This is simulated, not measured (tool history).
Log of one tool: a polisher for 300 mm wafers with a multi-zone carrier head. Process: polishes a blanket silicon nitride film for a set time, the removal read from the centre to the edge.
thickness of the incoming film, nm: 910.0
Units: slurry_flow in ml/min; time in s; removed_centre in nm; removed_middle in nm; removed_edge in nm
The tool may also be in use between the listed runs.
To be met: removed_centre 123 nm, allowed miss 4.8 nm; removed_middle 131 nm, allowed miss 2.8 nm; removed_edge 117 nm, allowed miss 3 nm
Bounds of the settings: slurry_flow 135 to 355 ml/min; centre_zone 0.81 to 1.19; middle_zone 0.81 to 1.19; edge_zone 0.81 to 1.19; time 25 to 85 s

| run | day | slurry_flow | centre_zone | middle_zone | edge_zone | time | removed_centre | removed_middle | removed_edge |
|---|---|---|---|---|---|---|---|---|---|
| 1 | 0 | 225 | 1 | 1 | 1 | 55 | 90.854 | 88.974 | 88.573 |
| 2 | 0.038 | 240 | 1.02 | 1.04 | 1.03 | 57 | 95.776 | 95.363 | 93.807 |
| 3 | 0.092 | 240 | 0.94 | 1.04 | 1.03 | 57 | 89.585 | 95.319 | 93.069 |
| 4 | 0.192 | 255 | 0.97 | 1.07 | 1.04 | 59 | 96.287 | 101.67 | 97.963 |
| 5 | 0.517 | 255 | 0.97 | 1.07 | 1.01 | 59 | 96.336 | 101.18 | 96.458 |
| 6 | 0.567 | 255 | 0.97 | 1.07 | 1.01 | 49 | 81.028 | 84.276 | 80.005 |
| 7 | 0.646 | 260 | 0.99 | 1.09 | 1.02 | 53 | 88.466 | 91.988 | 88.208 |
| 8 | 0.821 | 325 | 1.07 | 1.19 | 0.96 | 68 | 123.41 | 130.82 | 112.05 |
| 9 | 1.092 | 325 | 1.07 | 1.19 | 0.97 | 68 | 125.88 | 130.79 | 111.74 |
| 10 | 1.417 | 325 | 1.06 | 1.19 | 0.99 | 68 | 124.24 | 130.93 | 111.49 |
| 11 | 1.575 | 320 | 1.05 | 1.18 | 0.99 | 69 | 121.88 | 132.72 | 114.9 |

5 next moves are on the table. One of them brings every result within its allowed miss. Which?
| A | 1.733 | 330 | 1.02 | 1.16 | 0.96 | 72 | ? | ? | ? |
| B | 1.733 | 290 | 0.99 | 1.19 | 1.07 | 69 | ? | ? | ? |
| C | 1.733 | 315 | 1.02 | 1.19 | 1.02 | 67 | ? | ? | ? |
| D | 1.733 | 310 | 1.02 | 1.18 | 0.92 | 69 | ? | ? | ? |
| E | 1.733 | 220 | 1.03 | 1.14 | 1 | 73 | ? | ? | ? |

| move | removed_centre | removed_middle | removed_edge |
|---|---|---|---|
| A | 127.55 | 136.69 | 116.84 |
| B | 117.08 | 132.32 | 116.91 |
| C | 118.18 | 129.49 | 111.54 |
| D | 121.5 | 132.21 | 109.26 |
| E | 124.5 | 130.75 | 116.95 |
A: brings the result that was furthest off to its target, and leaves another outside
B: brings the result that was furthest off to its target, and leaves another outside
C: further off than the last run
D: further off than the last run
E: meets every target
Move E is the one to make.

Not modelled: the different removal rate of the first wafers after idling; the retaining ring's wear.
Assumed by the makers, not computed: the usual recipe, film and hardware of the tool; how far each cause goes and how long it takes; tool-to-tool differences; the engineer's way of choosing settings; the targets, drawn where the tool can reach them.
